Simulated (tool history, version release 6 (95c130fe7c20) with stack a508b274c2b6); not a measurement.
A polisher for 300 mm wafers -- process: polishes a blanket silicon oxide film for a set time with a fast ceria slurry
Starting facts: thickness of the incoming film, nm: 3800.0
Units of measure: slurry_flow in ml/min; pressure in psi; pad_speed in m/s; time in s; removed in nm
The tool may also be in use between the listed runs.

| run | day | slurry_flow | pressure | pad_speed | time | removed |
|---|---|---|---|---|---|---|
| 1 | 0 | 260 | 3.4 | 0.76 | 56 | 747.91 |
| 2 | 0.208 | 260 | 3.5 | 0.76 | 56 | 753.98 |
| 3 | 0.467 | 260 | 3.2 | 0.76 | 56 | 699.88 |
| 4 | 0.829 | 215 | 3.2 | 0.76 | 56 | 691.3 |
| 5 | 1.204 | 215 | 3.2 | 0.82 | 56 | 728.12 |
| 6 | 1.446 | 255 | 3.2 | 0.82 | 56 | 750.51 |
| 7 | 1.733 | 260 | 3.3 | 0.82 | 56 | 764.96 |

Run 8, settings as shown, results not yet in. Your forecast:
| 8 | 1.775 | 260 | 4.1 | 0.82 | 56 | ? |

Run 8 produced removed 946.15 nm.
